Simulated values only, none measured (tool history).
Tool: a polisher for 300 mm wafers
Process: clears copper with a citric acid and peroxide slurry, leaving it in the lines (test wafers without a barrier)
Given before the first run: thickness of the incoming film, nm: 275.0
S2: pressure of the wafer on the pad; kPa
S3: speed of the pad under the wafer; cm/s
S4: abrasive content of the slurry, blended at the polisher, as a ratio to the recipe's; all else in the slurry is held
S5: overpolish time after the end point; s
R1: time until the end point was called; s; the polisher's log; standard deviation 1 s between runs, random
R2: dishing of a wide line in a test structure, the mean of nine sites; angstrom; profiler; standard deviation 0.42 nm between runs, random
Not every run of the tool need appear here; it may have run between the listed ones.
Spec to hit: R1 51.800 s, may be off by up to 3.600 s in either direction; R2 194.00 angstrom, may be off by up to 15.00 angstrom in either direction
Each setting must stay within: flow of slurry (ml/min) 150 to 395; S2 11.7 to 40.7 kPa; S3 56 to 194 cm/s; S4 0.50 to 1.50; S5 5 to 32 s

Run 1, day 0.000: flow of slurry (ml/min) 250, S2 26.2 kPa, S3 124 cm/s, S4 1.00, S5 16 s. Result: R1 83.017 s, R2 358.74 angstrom.
Run 2, day 0.371: flow of slurry (ml/min) 220, S2 26.2 kPa, S3 124 cm/s, S4 1.00, S5 16 s. Result: R1 85.672 s, R2 356.17 angstrom.
Run 3, day 0.567: flow of slurry (ml/min) 275, S2 25.5 kPa, S3 134 cm/s, S4 1.00, S5 13 s. Result: R1 82.642 s, R2 313.10 angstrom.
Run 4, day 0.904: flow of slurry (ml/min) 275, S2 23.4 kPa, S3 134 cm/s, S4 1.00, S5 13 s. Result: R1 85.331 s, R2 303.22 angstrom.
Run 5, day 0.962: flow of slurry (ml/min) 275, S2 17.2 kPa, S3 134 cm/s, S4 1.00, S5 13 s. Result: R1 110.840 s, R2 216.74 angstrom.
At day 1.008: slurry blender recalibrated.
Run 6, day 1.008: flow of slurry (ml/min) 275, S2 17.2 kPa, S3 134 cm/s, S4 0.80, S5 13 s. Result: R1 107.930 s, R2 226.87 angstrom.
Run 7, day 1.300: flow of slurry (ml/min) 255, S2 18.6 kPa, S3 152 cm/s, S4 1.00, S5 11 s. Result: R1 86.431 s, R2 243.16 angstrom.
Run 8, day 1.571: flow of slurry (ml/min) 255, S2 18.6 kPa, S3 152 cm/s, S4 1.00, S5 11 s. Result: R1 87.541 s, R2 249.74 angstrom.
Run 9, day 1.871: flow of slurry (ml/min) 225, S2 17.9 kPa, S3 164 cm/s, S4 1.15, S5 9 s. Result: R1 80.568 s, R2 219.09 angstrom.
Run 10, day 2.204: flow of slurry (ml/min) 200, S2 18.6 kPa, S3 174 cm/s, S4 1.25, S5 8 s. Result: R1 73.421 s, R2 220.08 angstrom.
Run 11, day 2.271: flow of slurry (ml/min) 185, S2 19.3 kPa, S3 180 cm/s, S4 1.35, S5 7 s. Result: R1 66.245 s, R2 210.15 angstrom.
Run 12, day 2.542: flow of slurry (ml/min) 175, S2 20.0 kPa, S3 184 cm/s, S4 1.40, S5 6 s. Result: R1 63.765 s, R2 189.67 angstrom.
Run 13, day 2.829: flow of slurry (ml/min) 170, S2 21.4 kPa, S3 184 cm/s, S4 1.45, S5 6 s. Result: R1 59.937 s, R2 204.09 angstrom.
Run 14, day 3.083: flow of slurry (ml/min) 165, S2 21.4 kPa, S3 188 cm/s, S4 1.45, S5 6 s. Result: R1 58.201 s, R2 204.53 angstrom.
Run 15, day 3.321: flow of slurry (ml/min) 160, S2 22.1 kPa, S3 190 cm/s, S4 1.45, S5 6 s. Result: R1 55.023 s, R2 209.28 angstrom.
Run 16, day 3.488: flow of slurry (ml/min) 155, S2 22.1 kPa, S3 192 cm/s, S4 1.45, S5 6 s. Result: R1 57.081 s, R2 216.17 angstrom.
Run 17, day 3.858: flow of slurry (ml/min) 225, S2 20.7 kPa, S3 186 cm/s, S4 1.50, S5 5 s. Result: R1 55.907 s, R2 172.55 angstrom.

Which one of the following 4 next-run settings gets every result inside its allowed miss? There is exactly one.
Run A, day 4.229: flow of slurry (ml/min) 250, S2 18.6 kPa, S3 194 cm/s, S4 1.30, S5 5 s. Result: R1 ?, R2 ?.
Run B, day 4.229: flow of slurry (ml/min) 220, S2 20.0 kPa, S3 184 cm/s, S4 1.50, S5 5 s. Result: R1 ?, R2 ?.
Run C, day 4.229: flow of slurry (ml/min) 150, S2 24.8 kPa, S3 174 cm/s, S4 1.20, S5 6 s. Result: R1 ?, R2 ?.
Run D, day 4.229: flow of slurry (ml/min) 225, S2 24.8 kPa, S3 174 cm/s, S4 1.50, S5 5 s. Result: R1 ?, R2 ?.

move      R1      R2
   A  62.277  150.62
   B  59.685  157.04
   C  57.068  195.16
   D  50.980  182.98
A: further off than the last run
B: further off than the last run
C: gets the furthest-off result to its target, but another result is out of tolerance
D: hits every target within its allowed miss
The move that meets every target is D.
